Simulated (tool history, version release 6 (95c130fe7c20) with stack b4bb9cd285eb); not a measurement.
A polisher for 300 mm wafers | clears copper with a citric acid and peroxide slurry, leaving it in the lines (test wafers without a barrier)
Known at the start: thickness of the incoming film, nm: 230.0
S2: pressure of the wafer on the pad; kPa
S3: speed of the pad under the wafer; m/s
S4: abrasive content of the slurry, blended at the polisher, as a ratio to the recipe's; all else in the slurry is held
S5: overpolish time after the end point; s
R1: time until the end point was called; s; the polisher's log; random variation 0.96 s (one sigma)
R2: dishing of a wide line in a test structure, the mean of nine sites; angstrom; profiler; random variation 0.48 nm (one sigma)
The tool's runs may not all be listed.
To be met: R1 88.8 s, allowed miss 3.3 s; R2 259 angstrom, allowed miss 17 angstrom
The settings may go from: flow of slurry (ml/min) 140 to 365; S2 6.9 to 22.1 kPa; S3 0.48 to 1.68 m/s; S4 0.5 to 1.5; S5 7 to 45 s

Run 1, hour 0: flow of slurry (ml/min) 235, S2 14.5 kPa, S3 1.08 m/s, S4 1, S5 23 s. Result: R1 109.8 s, R2 299.75 angstrom.
Run 2, hour 5: flow of slurry (ml/min) 285, S2 14.5 kPa, S3 1.08 m/s, S4 1, S5 23 s. Result: R1 108.9 s, R2 290.81 angstrom.
Run 3, hour 8.5: flow of slurry (ml/min) 230, S2 14.5 kPa, S3 1.08 m/s, S4 1, S5 23 s. Result: R1 113.13 s, R2 292.41 angstrom.
Run 4, hour 16.4: flow of slurry (ml/min) 235, S2 14.5 kPa, S3 1.08 m/s, S4 1, S5 22 s. Result: R1 113.01 s, R2 281.9 angstrom.
Run 5, hour 22.8: flow of slurry (ml/min) 240, S2 14.5 kPa, S3 1.08 m/s, S4 1, S5 21 s. Result: R1 111.12 s, R2 263.63 angstrom.
Run 6, hour 30.3: flow of slurry (ml/min) 240, S2 12.4 kPa, S3 1.08 m/s, S4 1, S5 21 s. Result: R1 126.78 s, R2 234.64 angstrom.
Run 7, hour 36.3: flow of slurry (ml/min) 240, S2 13.1 kPa, S3 1.08 m/s, S4 1, S5 20 s. Result: R1 124.57 s, R2 235.98 angstrom.
Run 8, hour 44.3: flow of slurry (ml/min) 240, S2 13.8 kPa, S3 1.08 m/s, S4 1, S5 19 s. Result: R1 116.94 s, R2 231.4 angstrom.
Run 9, hour 45.6: flow of slurry (ml/min) 240, S2 14.5 kPa, S3 1.08 m/s, S4 1, S5 19 s. Result: R1 111.39 s, R2 244.68 angstrom.
Run 10, hour 48.2: flow of slurry (ml/min) 250, S2 16.5 kPa, S3 1.08 m/s, S4 1, S5 17 s. Result: R1 98.711 s, R2 250.79 angstrom.
Run 11, hour 52.8: flow of slurry (ml/min) 255, S2 17.2 kPa, S3 1.08 m/s, S4 1, S5 16 s. Result: R1 96.657 s, R2 236.83 angstrom.
Run 12, hour 55.1: flow of slurry (ml/min) 255, S2 17.9 kPa, S3 1.08 m/s, S4 1, S5 16 s. Result: R1 94.059 s, R2 257.96 angstrom.

5 next moves are on the table. One of them brings every result within its allowed miss. Which?
Run A, hour 57.4: flow of slurry (ml/min) 255, S2 17.2 kPa, S3 1.04 m/s, S4 1, S5 15 s. Result: R1 ?, R2 ?.
Run B, hour 57.4: flow of slurry (ml/min) 255, S2 17.9 kPa, S3 1.18 m/s, S4 1.05, S5 15 s. Result: R1 ?, R2 ?.
Run C, hour 57.4: flow of slurry (ml/min) 280, S2 22.1 kPa, S3 0.92 m/s, S4 1, S5 16 s. Result: R1 ?, R2 ?.
Run D, hour 57.4: flow of slurry (ml/min) 240, S2 20 kPa, S3 0.92 m/s, S4 1, S5 16 s. Result: R1 ?, R2 ?.
Run E, hour 57.4: flow of slurry (ml/min) 245, S2 16.5 kPa, S3 1.12 m/s, S4 0.9, S5 20 s. Result: R1 ?, R2 ?.

move      R1      R2
   A  100.14  219.48
   B  84.205  257.49
   C  89.628  259.94
   D   99.58  235.26
   E  100.43  283.87
A: further off than the last run
B: takes the result that was furthest off past its target
C: meets every target
D: further off than the last run
E: further off than the last run
Move C is the one to make.
